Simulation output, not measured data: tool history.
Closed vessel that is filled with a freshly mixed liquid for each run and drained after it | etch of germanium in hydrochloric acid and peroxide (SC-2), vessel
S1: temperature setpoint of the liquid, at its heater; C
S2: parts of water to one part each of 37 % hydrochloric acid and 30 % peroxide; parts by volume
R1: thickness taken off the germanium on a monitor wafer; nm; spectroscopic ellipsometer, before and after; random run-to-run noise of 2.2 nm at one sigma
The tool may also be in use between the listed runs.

Run 1, hour 0.0: S1 56.0 C, S2 10.5 parts by volume, time in the liquid (s) 100. Result: R1 222.36 nm.
Run 2, hour 1.8: S1 56.0 C, S2 10.5 parts by volume, time in the liquid (s) 110. Result: R1 244.33 nm.
Run 3, hour 9.4: S1 52.5 C, S2 10.5 parts by volume, time in the liquid (s) 110. Result: R1 218.26 nm.
Run 4, hour 12.6: S1 52.5 C, S2 10.5 parts by volume, time in the liquid (s) 100. Result: R1 201.09 nm.
Run 5, hour 15.3: S1 52.5 C, S2 9.0 parts by volume, time in the liquid (s) 100. Result: R1 199.18 nm.
Run 6, hour 17.0: S1 56.5 C, S2 9.0 parts by volume, time in the liquid (s) 100. Result: R1 225.59 nm.
Run 7, hour 24.5: S1 59.0 C, S2 9.0 parts by volume, time in the liquid (s) 100. Result: R1 248.74 nm.

Run 8 is up next; what results do you expect?
Run 8, hour 29.8: S1 60.5 C, S2 9.0 parts by volume, time in the liquid (s) 100. Result: R1 ?.

{"run 8": {"R1": 259.14}}

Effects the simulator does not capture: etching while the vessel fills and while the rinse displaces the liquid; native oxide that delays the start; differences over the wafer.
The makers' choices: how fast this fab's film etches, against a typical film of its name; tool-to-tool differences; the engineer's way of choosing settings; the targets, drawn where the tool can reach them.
